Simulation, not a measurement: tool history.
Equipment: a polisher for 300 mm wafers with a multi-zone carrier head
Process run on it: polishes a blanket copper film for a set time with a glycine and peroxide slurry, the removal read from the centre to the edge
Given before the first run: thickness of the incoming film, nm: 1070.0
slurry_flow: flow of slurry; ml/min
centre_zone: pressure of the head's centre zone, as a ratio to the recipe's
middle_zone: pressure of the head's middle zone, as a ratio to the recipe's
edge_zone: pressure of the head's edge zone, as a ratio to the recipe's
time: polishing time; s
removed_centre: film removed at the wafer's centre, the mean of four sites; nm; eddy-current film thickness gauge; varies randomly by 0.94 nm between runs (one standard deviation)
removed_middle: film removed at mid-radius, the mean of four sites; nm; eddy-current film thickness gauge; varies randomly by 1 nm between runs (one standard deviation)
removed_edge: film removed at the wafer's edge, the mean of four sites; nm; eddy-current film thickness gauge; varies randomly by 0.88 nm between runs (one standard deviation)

run,hour,slurry_flow,centre_zone,middle_zone,edge_zone,time,removed_centre,removed_middle,removed_edge
1,0,160,1,1,1,37,143.53,149.98,145.23
2,1.6,155,1,0.98,0.99,37,145.44,141.91,144.47
3,5.5,150,1,0.98,0.98,37,143.76,143.79,142.63
4,9.7,145,1,0.97,0.97,37,143.69,141.45,141.63
5,10.7,140,1,0.96,0.96,37,143.34,140.47,140.81
6,18.6,140,1,0.88,0.96,37,141.84,129.5,140.29
7,25.7,135,1,0.88,0.95,37,139.64,128.09,138.8
8,30,130,1,0.88,0.94,37,138.09,126.57,139.05
9,33.2,130,1,0.88,0.93,37,138.98,128.2,134.93
10,40.4,130,1,0.88,0.93,37,138.39,127.04,136.35
11,41.4,125,1,0.88,0.93,37,135.32,126.33,137.43

What will run 12 give?
12,44.5,125,1,0.87,0.92,37,?,?,?

{"run 12": {"removed_centre": 135.06, "removed_middle": 124.59, "removed_edge": 134.55}}

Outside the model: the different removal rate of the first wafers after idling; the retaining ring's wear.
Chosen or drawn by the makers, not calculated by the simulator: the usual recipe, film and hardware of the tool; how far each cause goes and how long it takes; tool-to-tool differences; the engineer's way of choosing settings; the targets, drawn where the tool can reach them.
